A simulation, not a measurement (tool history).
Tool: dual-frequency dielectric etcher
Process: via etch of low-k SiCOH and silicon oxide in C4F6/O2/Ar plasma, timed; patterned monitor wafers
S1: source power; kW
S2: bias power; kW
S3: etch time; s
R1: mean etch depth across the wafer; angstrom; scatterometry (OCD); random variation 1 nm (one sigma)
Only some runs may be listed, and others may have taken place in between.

Run 1, hour 0.0: S1 0.450 kW, S2 0.251 kW, S3 63.0 s. Result: R1 2192.1 angstrom.
Run 2, hour 9.0: S1 0.420 kW, S2 0.251 kW, S3 63.0 s. Result: R1 2105.8 angstrom.
Run 3, hour 14.1: S1 0.490 kW, S2 0.251 kW, S3 63.0 s. Result: R1 2259.2 angstrom.
Run 4, hour 15.9: S1 0.440 kW, S2 0.232 kW, S3 62.5 s. Result: R1 2091.2 angstrom.
Run 5, hour 24.6: S1 0.440 kW, S2 0.232 kW, S3 58.0 s. Result: R1 1934.7 angstrom.
Run 6, hour 27.7: S1 0.440 kW, S2 0.232 kW, S3 63.0 s. Result: R1 2093.6 angstrom.
Run 7, hour 30.8: S1 0.400 kW, S2 0.222 kW, S3 63.0 s. Result: R1 1948.2 angstrom.
Run 8, hour 37.7: S1 0.370 kW, S2 0.220 kW, S3 63.0 s. Result: R1 1872.4 angstrom.
Run 9, hour 43.9: S1 0.350 kW, S2 0.219 kW, S3 63.0 s. Result: R1 1801.9 angstrom.

What does the tool deliver on the next run?
Run 10, hour 46.3: S1 0.340 kW, S2 0.218 kW, S3 63.0 s. Result: R1 ?.

R1: 1791.7 angstrom
